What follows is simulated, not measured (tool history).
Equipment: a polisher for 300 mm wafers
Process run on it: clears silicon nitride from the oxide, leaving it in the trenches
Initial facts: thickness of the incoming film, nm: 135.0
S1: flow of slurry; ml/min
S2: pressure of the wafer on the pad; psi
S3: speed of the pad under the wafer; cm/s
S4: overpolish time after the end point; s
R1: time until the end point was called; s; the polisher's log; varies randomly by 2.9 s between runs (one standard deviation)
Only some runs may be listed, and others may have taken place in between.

| run | day | S1 | S2 | S3 | S4 | R1 |
|---|---|---|---|---|---|---|
| 1 | 0 | 165 | 3 | 92 | 18 | 158 |
| 2 | 0.058 | 200 | 3 | 92 | 18 | 154.86 |
| 3 | 0.125 | 200 | 3.3 | 92 | 18 | 140.83 |
| 4 | 0.392 | 200 | 3 | 92 | 18 | 157.49 |
| 5 | 0.529 | 200 | 2.8 | 92 | 18 | 170.72 |
| 6 | 0.6 | 220 | 2.8 | 92 | 18 | 164.2 |
| 7 | 0.946 | 220 | 2.6 | 92 | 18 | 178.9 |

Expected results for the next run?
| 8 | 1.254 | 220 | 2.5 | 92 | 18 | ? |

Run 8 came out at R1 179.01 s.
